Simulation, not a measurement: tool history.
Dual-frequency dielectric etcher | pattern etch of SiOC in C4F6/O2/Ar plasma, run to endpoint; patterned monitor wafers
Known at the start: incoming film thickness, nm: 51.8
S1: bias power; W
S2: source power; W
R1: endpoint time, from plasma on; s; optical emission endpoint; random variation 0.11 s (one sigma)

| run | hour | S1 | S2 | R1 |
|---|---|---|---|---|
| 1 | 0 | 351 | 440 | 17.376 |
| 2 | 3.8 | 385 | 440 | 16.732 |
| 3 | 7.2 | 385 | 520 | 15.875 |
| 4 | 15.7 | 340 | 470 | 17.219 |
| 5 | 16.7 | 340 | 530 | 16.585 |
| 6 | 22.9 | 286 | 530 | 17.719 |
| 7 | 24.2 | 266 | 480 | 18.931 |
| 8 | 28.8 | 251 | 450 | 19.505 |

Forecast run 9:
| 9 | 29.5 | 240 | 420 | ? |

Run 9 gave R1 20.685 s.
